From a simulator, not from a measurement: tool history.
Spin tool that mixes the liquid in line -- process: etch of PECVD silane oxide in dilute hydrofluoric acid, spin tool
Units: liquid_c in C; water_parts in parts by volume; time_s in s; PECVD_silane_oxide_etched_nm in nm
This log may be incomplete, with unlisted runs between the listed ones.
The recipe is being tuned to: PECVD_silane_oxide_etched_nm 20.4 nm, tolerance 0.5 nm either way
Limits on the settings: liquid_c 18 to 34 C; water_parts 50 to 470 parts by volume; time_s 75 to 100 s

| run | day | liquid_c | water_parts | time_s | PECVD_silane_oxide_etched_nm |
|---|---|---|---|---|---|
| 1 | 0 | 26 | 260 | 100 | 9.3541 |
| 2 | 0.317 | 26 | 295 | 100 | 7.9287 |
| 3 | 0.658 | 28 | 295 | 100 | 8.497 |
| 4 | 0.838 | 29 | 275 | 100 | 9.6777 |
| 5 | 0.95 | 29.5 | 255 | 100 | 10.672 |
| 6 | 1.304 | 30 | 240 | 100 | 11.914 |
| 7 | 1.604 | 34 | 150 | 100 | 24.401 |
| 8 | 1.979 | 33.5 | 150 | 100 | 23.902 |
| 9 | 2.138 | 33 | 150 | 100 | 23.632 |
| 10 | 2.288 | 32.5 | 150 | 100 | 23.103 |
| 11 | 2.633 | 32 | 150 | 100 | 22.621 |
| 12 | 2.846 | 32 | 150 | 100 | 22.641 |
| 13 | 3.062 | 31.5 | 150 | 100 | 22.357 |
| 14 | 3.121 | 31 | 150 | 100 | 21.767 |
| 15 | 3.271 | 30 | 150 | 100 | 21.284 |

Of the 5 settings listed for the next run, only one would bring every result within its allowed miss of target. Which one?
| A | 3.421 | 27 | 135 | 100 | ? |
| B | 3.421 | 32 | 150 | 100 | ? |
| C | 3.421 | 30.5 | 145 | 90 | ? |
| D | 3.421 | 32 | 155 | 100 | ? |
| E | 3.421 | 30.5 | 140 | 100 | ? |

| move | PECVD_silane_oxide_etched_nm |
|---|---|
| A | 21.446 |
| B | 22.698 |
| C | 20.171 |
| D | 21.817 |
| E | 23.369 |
A: the biggest miss grows against the last run
B: the biggest miss grows against the last run
C: all results land within tolerance of their targets
D: the biggest miss grows against the last run
E: the biggest miss grows against the last run
The move that meets every target is C.
